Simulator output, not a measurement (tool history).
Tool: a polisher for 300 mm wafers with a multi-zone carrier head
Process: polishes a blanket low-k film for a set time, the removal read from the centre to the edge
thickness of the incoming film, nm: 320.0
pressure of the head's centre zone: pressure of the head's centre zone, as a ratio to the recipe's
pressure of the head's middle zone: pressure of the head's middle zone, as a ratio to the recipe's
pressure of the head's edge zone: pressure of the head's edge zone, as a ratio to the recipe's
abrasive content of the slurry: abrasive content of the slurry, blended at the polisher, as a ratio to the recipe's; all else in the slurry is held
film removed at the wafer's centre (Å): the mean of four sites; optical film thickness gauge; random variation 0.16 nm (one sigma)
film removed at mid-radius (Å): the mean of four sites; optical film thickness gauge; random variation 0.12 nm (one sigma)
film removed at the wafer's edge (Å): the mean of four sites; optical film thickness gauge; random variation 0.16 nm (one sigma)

run,hour,flow of slurry (ml/min),pressure of the head's centre zone,pressure of the head's middle zone,pressure of the head's edge zone,abrasive content of the slurry,polishing time (s),film removed at the wafer's centre (Å),film removed at mid-radius (Å),film removed at the wafer's edge (Å)
1,0.0,240,1.00,1.00,1.00,1.00,60,182.07,183.35,174.94
2,4.8,240,1.00,1.00,1.00,1.00,51,152.89,152.81,152.63
3,7.3,240,1.00,1.00,1.00,1.00,63,193.24,193.38,188.52
4,9.4,240,1.00,1.00,1.00,1.00,51,153.31,157.18,151.22
5,17.8,240,1.00,1.00,0.94,1.00,51,152.76,153.85,148.81
6,25.9,240,1.01,1.00,0.93,0.95,51,151.35,151.25,144.26
7,31.0,220,1.02,0.92,0.83,0.70,51,127.61,117.41,113.70
8,32.4,220,1.02,0.92,0.83,0.70,51,129.38,117.06,114.72
9,36.4,230,1.02,0.93,0.84,0.70,51,127.78,119.40,114.24

The next listed run, before its measurement:
10,39.9,230,1.03,0.94,0.85,0.70,51,?,?,?

Run 10 gave film removed at the wafer's centre (Å) 128.63, film removed at mid-radius (Å) 118.96, film removed at the wafer's edge (Å) 114.04.
